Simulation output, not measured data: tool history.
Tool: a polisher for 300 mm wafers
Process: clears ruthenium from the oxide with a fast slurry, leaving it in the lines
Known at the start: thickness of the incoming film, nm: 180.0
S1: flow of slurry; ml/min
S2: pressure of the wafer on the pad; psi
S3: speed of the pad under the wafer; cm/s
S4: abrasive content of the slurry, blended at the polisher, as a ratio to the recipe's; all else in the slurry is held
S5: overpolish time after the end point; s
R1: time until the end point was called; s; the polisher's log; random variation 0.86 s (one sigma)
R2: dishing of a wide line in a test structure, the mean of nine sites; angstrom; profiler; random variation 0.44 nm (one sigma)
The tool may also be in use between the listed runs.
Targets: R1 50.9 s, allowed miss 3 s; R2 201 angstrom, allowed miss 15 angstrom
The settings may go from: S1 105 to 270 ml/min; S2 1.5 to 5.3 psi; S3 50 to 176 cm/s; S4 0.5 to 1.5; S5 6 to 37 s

run 1 hour=0 | S1=175 S2=3.4 S3=112 S4=1 S5=19 | R1=31.826 R2=839.16
run 2 hour=5.6 | S1=175 S2=3.4 S3=112 S4=1 S5=16 | R1=32.239 R2=740.81
run 3 hour=6.2 | S1=175 S2=3.1 S3=108 S4=1 S5=14 | R1=35.515 R2=603.61
run 4 hour=13.4 | S1=175 S2=3.1 S3=108 S4=1 S5=19 | R1=34.585 R2=749.22
run 5 hour=14.9 | S1=160 S2=3.1 S3=108 S4=1 S5=19 | R1=36.325 R2=777.5
run 6 hour=23.3 | S1=160 S2=3.1 S3=108 S4=1 S5=11 | R1=35.841 R2=487.71
run 7 hour=24.3 | S1=150 S2=2.8 S3=106 S4=1.05 S5=10 | R1=39.8 R2=413.41
run 8 hour=31.8 | S1=140 S2=2.6 S3=106 S4=1.15 S5=9 | R1=40.671 R2=348.43
run 9 hour=35.4 | S1=110 S2=1.6 S3=106 S4=1.4 S5=6 | R1=58.965 R2=177.2
run 10 hour=40.5 | S1=115 S2=1.6 S3=106 S4=1.4 S5=6 | R1=57.589 R2=169.02
run 11 hour=42.3 | S1=120 S2=1.7 S3=106 S4=1.4 S5=6 | R1=54.475 R2=187.51
run 12 hour=48.7 | S1=125 S2=1.7 S3=106 S4=1.4 S5=6 | R1=54.908 R2=190.31

4 next moves are on the table. One of them brings every result within its allowed miss. Which?
run A hour=55.1 | S1=125 S2=1.5 S3=118 S4=1.3 S5=6 | R1=? R2=?
run B hour=55.1 | S1=105 S2=1.5 S3=120 S4=1.5 S5=6 | R1=? R2=?
run C hour=55.1 | S1=135 S2=1.5 S3=142 S4=1.3 S5=6 | R1=? R2=?
run D hour=55.1 | S1=105 S2=1.5 S3=102 S4=1.5 S5=6 | R1=? R2=?

move=A R1=57.479 R2=169.44
move=B R1=55.355 R2=175.67
move=C R1=49.594 R2=195.13
move=D R1=62.149 R2=157.18
A: further off than the last run
B: further off than the last run
C: meets every target
D: further off than the last run
Answer: C
